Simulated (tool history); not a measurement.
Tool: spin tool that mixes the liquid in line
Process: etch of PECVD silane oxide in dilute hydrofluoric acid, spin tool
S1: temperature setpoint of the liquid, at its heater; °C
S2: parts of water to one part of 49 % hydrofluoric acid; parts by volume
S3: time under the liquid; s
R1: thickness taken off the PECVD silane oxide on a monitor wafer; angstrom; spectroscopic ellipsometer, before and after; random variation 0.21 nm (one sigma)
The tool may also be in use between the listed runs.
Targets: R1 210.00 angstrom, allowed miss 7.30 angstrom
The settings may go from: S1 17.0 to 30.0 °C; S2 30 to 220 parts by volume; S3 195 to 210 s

{"run": 1, "day": 0.0, "S1": 22.0, "S2": 125, "S3": 195, "R1": 263.43}
{"run": 2, "day": 0.312, "S1": 24.5, "S2": 125, "S3": 195, "R1": 291.33}
{"run": 3, "day": 0.388, "S1": 24.5, "S2": 125, "S3": 195, "R1": 292.89}
{"run": 4, "day": 0.421, "S1": 24.0, "S2": 125, "S3": 195, "R1": 284.56}
{"run": 5, "day": 0.633, "S1": 24.0, "S2": 90, "S3": 195, "R1": 417.89}
{"run": 6, "day": 0.775, "S1": 24.0, "S2": 90, "S3": 210, "R1": 459.03}
{"run": 7, "day": 0.867, "S1": 23.5, "S2": 95, "S3": 210, "R1": 423.96}
{"run": 8, "day": 1.05, "S1": 23.0, "S2": 100, "S3": 210, "R1": 388.95}
{"run": 9, "day": 1.196, "S1": 22.5, "S2": 105, "S3": 210, "R1": 359.0}

Which of these 5 next moves meets every target?
{"run": "A", "day": 1.342, "S1": 21.0, "S2": 135, "S3": 195, "R1": "?"}
{"run": "B", "day": 1.342, "S1": 26.0, "S2": 75, "S3": 210, "R1": "?"}
{"run": "C", "day": 1.342, "S1": 22.5, "S2": 145, "S3": 195, "R1": "?"}
{"run": "D", "day": 1.342, "S1": 19.5, "S2": 140, "S3": 195, "R1": "?"}
{"run": "E", "day": 1.342, "S1": 24.0, "S2": 75, "S3": 210, "R1": "?"}

move=A R1=234.14
move=B R1=597.96
move=C R1=228.39
move=D R1=211.53
move=E R1=552.24
A: nearer than the last run, and not there yet
B: further off than the last run
C: nearer than the last run, and not there yet
D: meets every target
E: further off than the last run
Move D is the one to make.

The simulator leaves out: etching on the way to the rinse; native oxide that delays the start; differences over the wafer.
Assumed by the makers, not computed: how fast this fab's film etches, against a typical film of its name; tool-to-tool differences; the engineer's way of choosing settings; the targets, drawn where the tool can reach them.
